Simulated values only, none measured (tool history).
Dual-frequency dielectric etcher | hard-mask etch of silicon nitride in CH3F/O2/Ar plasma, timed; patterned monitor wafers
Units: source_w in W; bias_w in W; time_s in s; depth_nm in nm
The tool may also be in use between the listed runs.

run 1 hour=0.0 | source_w=340 bias_w=64 time_s=210.0 | depth_nm=122.86
run 2 hour=5.3 | source_w=300 bias_w=60 time_s=210.0 | depth_nm=114.54
run 3 hour=8.6 | source_w=300 bias_w=60 time_s=219.0 | depth_nm=119.41
run 4 hour=10.0 | source_w=300 bias_w=60 time_s=210.0 | depth_nm=114.82
run 5 hour=18.4 | source_w=350 bias_w=60 time_s=210.0 | depth_nm=121.49
run 6 hour=25.9 | source_w=350 bias_w=60 time_s=219.0 | depth_nm=125.65

Forecast run 7:
run 7 hour=31.2 | source_w=320 bias_w=55 time_s=217.5 | depth_nm=?

depth_nm: 118.34 nm

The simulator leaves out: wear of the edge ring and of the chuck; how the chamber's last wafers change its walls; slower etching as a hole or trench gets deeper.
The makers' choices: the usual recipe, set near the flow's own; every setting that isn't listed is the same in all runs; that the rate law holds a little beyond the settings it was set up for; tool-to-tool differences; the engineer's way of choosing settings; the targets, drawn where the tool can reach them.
